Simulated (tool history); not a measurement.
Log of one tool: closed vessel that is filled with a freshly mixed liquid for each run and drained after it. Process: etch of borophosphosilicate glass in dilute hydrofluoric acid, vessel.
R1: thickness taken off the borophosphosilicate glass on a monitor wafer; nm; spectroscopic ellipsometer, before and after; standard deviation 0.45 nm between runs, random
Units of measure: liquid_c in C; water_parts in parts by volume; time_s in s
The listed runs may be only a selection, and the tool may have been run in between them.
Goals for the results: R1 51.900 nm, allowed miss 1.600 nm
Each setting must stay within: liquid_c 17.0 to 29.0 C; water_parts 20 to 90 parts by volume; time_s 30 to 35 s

Run 1, day 0.000: liquid_c 21.0 C, water_parts 50 parts by volume, time_s 35 s. Result: R1 56.645 nm.
Run 2, day 0.042: liquid_c 21.0 C, water_parts 60 parts by volume, time_s 35 s. Result: R1 46.490 nm.
Run 3, day 0.358: liquid_c 21.0 C, water_parts 60 parts by volume, time_s 35 s. Result: R1 45.944 nm.
Run 4, day 0.658: liquid_c 21.5 C, water_parts 60 parts by volume, time_s 35 s. Result: R1 47.632 nm.
Run 5, day 0.754: liquid_c 19.0 C, water_parts 60 parts by volume, time_s 35 s. Result: R1 41.823 nm.
Run 6, day 0.812: liquid_c 19.0 C, water_parts 60 parts by volume, time_s 30 s. Result: R1 36.109 nm.
Run 7, day 1.146: liquid_c 19.5 C, water_parts 60 parts by volume, time_s 30 s. Result: R1 37.208 nm.
Run 8, day 1.329: liquid_c 20.0 C, water_parts 60 parts by volume, time_s 30 s. Result: R1 37.777 nm.
Run 9, day 1.688: liquid_c 20.5 C, water_parts 60 parts by volume, time_s 30 s. Result: R1 38.656 nm.
At day 1.908: thermometer replaced.
Run 10, day 1.908: liquid_c 21.0 C, water_parts 60 parts by volume, time_s 30 s. Result: R1 41.555 nm.
Run 11, day 1.988: liquid_c 21.5 C, water_parts 60 parts by volume, time_s 30 s. Result: R1 42.376 nm.
Run 12, day 2.179: liquid_c 22.0 C, water_parts 60 parts by volume, time_s 30 s. Result: R1 43.504 nm.
Run 13, day 2.379: liquid_c 22.5 C, water_parts 60 parts by volume, time_s 30 s. Result: R1 44.542 nm.
Run 14, day 2.533: liquid_c 22.5 C, water_parts 60 parts by volume, time_s 30 s. Result: R1 44.922 nm.
Run 15, day 2.792: liquid_c 22.5 C, water_parts 60 parts by volume, time_s 30 s. Result: R1 44.145 nm.
Run 16, day 2.829: liquid_c 23.0 C, water_parts 60 parts by volume, time_s 30 s. Result: R1 45.395 nm.

Exercise: of the 4 proposed moves below, exactly one satisfies all targets within the stated allowed misses. Which move is it?
Run A, day 2.867: liquid_c 20.5 C, water_parts 65 parts by volume, time_s 35 s. Result: R1 ?.
Run B, day 2.867: liquid_c 24.5 C, water_parts 60 parts by volume, time_s 30 s. Result: R1 ?.
Run C, day 2.867: liquid_c 24.5 C, water_parts 65 parts by volume, time_s 35 s. Result: R1 ?.
Run D, day 2.867: liquid_c 23.0 C, water_parts 50 parts by volume, time_s 30 s. Result: R1 ?.

move      R1
   A  43.106
   B  47.506
   C  50.824
   D  54.308
A: the biggest miss grows against the last run
B: closer than the last run, but not yet in spec
C: all results in spec
D: pushes the last run's worst result past its target
C meets every target.
